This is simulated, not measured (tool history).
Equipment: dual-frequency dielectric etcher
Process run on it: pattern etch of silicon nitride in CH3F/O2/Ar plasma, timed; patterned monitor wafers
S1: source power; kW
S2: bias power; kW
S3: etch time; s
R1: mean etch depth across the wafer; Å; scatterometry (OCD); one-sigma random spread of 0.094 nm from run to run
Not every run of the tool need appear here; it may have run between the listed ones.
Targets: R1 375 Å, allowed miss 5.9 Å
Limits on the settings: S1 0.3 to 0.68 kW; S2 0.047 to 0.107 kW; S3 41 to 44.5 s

run	hour	S1	S2	S3	R1
1	0	0.49	0.077	44.5	344.92
2	8.6	0.51	0.077	44.5	351.4
3	14.1	0.51	0.077	41	321.75
4	21.4	0.43	0.077	41	303.94
5	28.7	0.43	0.088	41	320.97
6	33	0.43	0.101	41	336.59
7	39	0.45	0.101	41	340.84
8	41.5	0.47	0.101	41	345.47
9	47.5	0.49	0.101	41	351.02
10	55.2	0.5	0.101	41	352.95
11	56.5	0.51	0.101	41	356.17

Which one of the following 4 next-run settings gets every result inside its allowed miss? There is exactly one.
A	57.8	0.41	0.105	44	?
B	57.8	0.55	0.098	42.5	?
C	57.8	0.49	0.098	42.5	?
D	57.8	0.5	0.107	41.5	?

move	R1
A	362.24
B	376.67
C	362.06
D	367.78
A: better than the last run, though not everything is in spec
B: each result inside its tolerance
C: better than the last run, though not everything is in spec
D: better than the last run, though not everything is in spec
B is the move that brings every result within its allowed miss.

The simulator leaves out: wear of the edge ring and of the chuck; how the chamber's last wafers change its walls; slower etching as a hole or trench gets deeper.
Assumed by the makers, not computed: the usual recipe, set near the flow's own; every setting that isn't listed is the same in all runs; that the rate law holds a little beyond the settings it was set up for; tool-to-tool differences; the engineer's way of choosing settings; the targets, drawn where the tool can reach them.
